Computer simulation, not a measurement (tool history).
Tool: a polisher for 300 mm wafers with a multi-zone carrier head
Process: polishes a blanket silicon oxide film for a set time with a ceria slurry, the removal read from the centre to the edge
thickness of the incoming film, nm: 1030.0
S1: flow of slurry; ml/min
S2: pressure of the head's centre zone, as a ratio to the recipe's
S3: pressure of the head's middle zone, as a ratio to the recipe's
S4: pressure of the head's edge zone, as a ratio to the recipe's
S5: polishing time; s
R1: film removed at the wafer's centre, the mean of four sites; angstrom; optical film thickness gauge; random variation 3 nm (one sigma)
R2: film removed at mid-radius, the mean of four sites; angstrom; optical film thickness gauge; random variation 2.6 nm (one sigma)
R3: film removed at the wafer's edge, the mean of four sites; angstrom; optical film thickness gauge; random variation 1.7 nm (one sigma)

run	hour	S1	S2	S3	S4	S5	R1	R2	R3
1	0.0	145	1.00	1.00	1.00	53	2220.3	2188.1	2190.9
2	1.8	145	0.96	1.00	1.00	53	2110.3	2166.3	2156.0
3	9.4	145	0.96	1.00	1.00	42	1679.0	1705.9	1739.0
4	11.3	145	0.96	1.00	1.00	36	1380.5	1485.2	1507.0
5	19.2	145	0.94	0.99	1.03	39	1495.1	1568.6	1633.6
6	28.1	145	0.94	0.95	1.03	39	1549.7	1564.0	1640.9
7	29.5	135	0.92	0.95	1.05	42	1557.4	1662.6	1766.2
8	34.4	130	0.92	0.93	1.07	44	1635.8	1650.8	1829.0

Run 9 comes next. What will it give?
9	38.5	130	0.91	0.92	1.09	46	?	?	?

Run 9 gave R1 1659.2 angstrom, R2 1707.0 angstrom, R3 1982.6 angstrom.
